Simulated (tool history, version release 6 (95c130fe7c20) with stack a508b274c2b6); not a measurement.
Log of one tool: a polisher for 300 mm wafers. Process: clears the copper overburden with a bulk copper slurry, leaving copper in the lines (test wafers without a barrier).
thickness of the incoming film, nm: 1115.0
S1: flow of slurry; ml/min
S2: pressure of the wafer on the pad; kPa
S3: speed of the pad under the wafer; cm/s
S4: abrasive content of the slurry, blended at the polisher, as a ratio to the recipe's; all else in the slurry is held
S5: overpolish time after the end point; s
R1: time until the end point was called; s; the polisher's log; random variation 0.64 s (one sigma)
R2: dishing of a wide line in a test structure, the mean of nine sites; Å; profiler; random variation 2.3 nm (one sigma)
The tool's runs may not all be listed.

| run | hour | S1 | S2 | S3 | S4 | S5 | R1 | R2 |
|---|---|---|---|---|---|---|---|---|
| 1 | 0 | 250 | 24.1 | 134 | 1 | 17 | 78.831 | 849.72 |
| 2 | 8.2 | 250 | 25.5 | 134 | 1 | 18 | 76.407 | 926.03 |
| 3 | 15 | 250 | 26.9 | 134 | 1 | 17 | 72.408 | 899.35 |
| 4 | 20.4 | 250 | 26.9 | 154 | 1 | 17 | 62.586 | 934.93 |
| 5 | 21.7 | 250 | 26.9 | 154 | 1 | 18 | 64.307 | 929.24 |
| 6 | 29.3 | 250 | 26.9 | 154 | 1 | 13 | 62.703 | 831.45 |

Run 7 comes next. What will it give?
| 7 | 33.2 | 250 | 27.6 | 154 | 1 | 15 | ? | ? |

{"run 7": {"R1": 61.366, "R2": 928.08}}
